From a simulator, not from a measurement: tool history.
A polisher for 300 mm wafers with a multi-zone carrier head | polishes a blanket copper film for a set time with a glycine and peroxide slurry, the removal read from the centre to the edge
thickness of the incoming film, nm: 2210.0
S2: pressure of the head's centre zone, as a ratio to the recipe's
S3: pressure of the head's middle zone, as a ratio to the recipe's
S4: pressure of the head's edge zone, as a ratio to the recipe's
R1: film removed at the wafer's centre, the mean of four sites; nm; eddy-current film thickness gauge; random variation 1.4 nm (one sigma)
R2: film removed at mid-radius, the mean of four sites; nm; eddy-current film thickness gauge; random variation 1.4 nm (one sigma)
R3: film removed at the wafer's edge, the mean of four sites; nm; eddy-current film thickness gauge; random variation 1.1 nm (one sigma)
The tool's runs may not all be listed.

Run 1, hour 0: flow of slurry (ml/min) 275, S2 1, S3 1, S4 1, polishing time (s) 49. Result: R1 258 nm, R2 254.45 nm, R3 258.75 nm.
Run 2, hour 0.9: flow of slurry (ml/min) 215, S2 1, S3 1, S4 1, polishing time (s) 49. Result: R1 250.03 nm, R2 248.41 nm, R3 252.01 nm.
Run 3, hour 5.2: flow of slurry (ml/min) 210, S2 0.98, S3 0.99, S4 0.97, polishing time (s) 46. Result: R1 235.1 nm, R2 227.73 nm, R3 231.98 nm.
Run 4, hour 11.4: flow of slurry (ml/min) 210, S2 0.98, S3 0.94, S4 0.97, polishing time (s) 46. Result: R1 231.29 nm, R2 219.8 nm, R3 233.98 nm.
Run 5, hour 18.1: flow of slurry (ml/min) 205, S2 0.95, S3 0.95, S4 0.95, polishing time (s) 44. Result: R1 213.58 nm, R2 211.92 nm, R3 219.19 nm.
Run 6, hour 21.6: flow of slurry (ml/min) 205, S2 0.95, S3 0.95, S4 0.95, polishing time (s) 35. Result: R1 170.86 nm, R2 171.42 nm, R3 175.03 nm.
Run 7, hour 27.3: flow of slurry (ml/min) 205, S2 0.95, S3 0.95, S4 0.95, polishing time (s) 35. Result: R1 172.84 nm, R2 167.9 nm, R3 177.12 nm.
Run 8, hour 30.8: flow of slurry (ml/min) 200, S2 0.94, S3 0.96, S4 0.94, polishing time (s) 35. Result: R1 167.2 nm, R2 168.82 nm, R3 175.61 nm.

Run 9 comes next. What will it give?
Run 9, hour 32: flow of slurry (ml/min) 200, S2 0.94, S3 0.97, S4 0.93, polishing time (s) 35. Result: R1 ?, R2 ?, R3 ?.

Run 9 gave R1 168.34 nm, R2 172 nm, R3 172.68 nm.

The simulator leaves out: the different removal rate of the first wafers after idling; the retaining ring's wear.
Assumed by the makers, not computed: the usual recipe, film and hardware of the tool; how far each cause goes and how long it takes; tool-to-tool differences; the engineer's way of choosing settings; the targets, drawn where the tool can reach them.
